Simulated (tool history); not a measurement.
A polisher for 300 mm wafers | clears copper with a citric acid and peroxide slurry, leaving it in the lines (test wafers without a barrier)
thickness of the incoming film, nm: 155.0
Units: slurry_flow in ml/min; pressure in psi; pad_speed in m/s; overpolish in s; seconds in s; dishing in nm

run 1 day=0 | slurry_flow=275 pressure=2.1 pad_speed=1.14 slurry_solids=1 overpolish=25 | seconds=74.754 dishing=32.562
run 2 day=0.179 | slurry_flow=275 pressure=2.1 pad_speed=1.38 slurry_solids=1 overpolish=25 | seconds=63.196 dishing=37.719
run 3 day=0.233 | slurry_flow=315 pressure=2.1 pad_speed=1.38 slurry_solids=1 overpolish=25 | seconds=60.992 dishing=36.792
run 4 day=0.442 | slurry_flow=335 pressure=2.1 pad_speed=1.36 slurry_solids=1.05 overpolish=22 | seconds=61.82 dishing=33.993
run 5 day=0.688 | slurry_flow=335 pressure=2.3 pad_speed=1.36 slurry_solids=1.05 overpolish=22 | seconds=56.888 dishing=35.517
run 6 day=0.958 | slurry_flow=395 pressure=2.3 pad_speed=1.36 slurry_solids=1.05 overpolish=22 | seconds=54.594 dishing=35.119
run 7 day=1.1 | slurry_flow=400 pressure=2.4 pad_speed=1.34 slurry_solids=0.95 overpolish=19 | seconds=54.734 dishing=32.76
run 8 day=1.354 | slurry_flow=405 pressure=2.4 pad_speed=1.34 slurry_solids=1.05 overpolish=17 | seconds=54.177 dishing=30.198
run 9 day=1.571 | slurry_flow=410 pressure=2.4 pad_speed=1.32 slurry_solids=1.15 overpolish=15 | seconds=53.897 dishing=29.115
run 10 day=1.662 | slurry_flow=335 pressure=2.7 pad_speed=1.48 slurry_solids=0.9 overpolish=8 | seconds=45.183 dishing=20.698
run 11 day=2.012 | slurry_flow=330 pressure=2.7 pad_speed=1.48 slurry_solids=0.9 overpolish=8 | seconds=45.205 dishing=21.222

Run 12 comes next. What will it give?
run 12 day=2.188 | slurry_flow=320 pressure=2.7 pad_speed=1.48 slurry_solids=0.85 overpolish=8 | seconds=? dishing=?

{"run 12": {"seconds": 45.074, "dishing": 20.258}}

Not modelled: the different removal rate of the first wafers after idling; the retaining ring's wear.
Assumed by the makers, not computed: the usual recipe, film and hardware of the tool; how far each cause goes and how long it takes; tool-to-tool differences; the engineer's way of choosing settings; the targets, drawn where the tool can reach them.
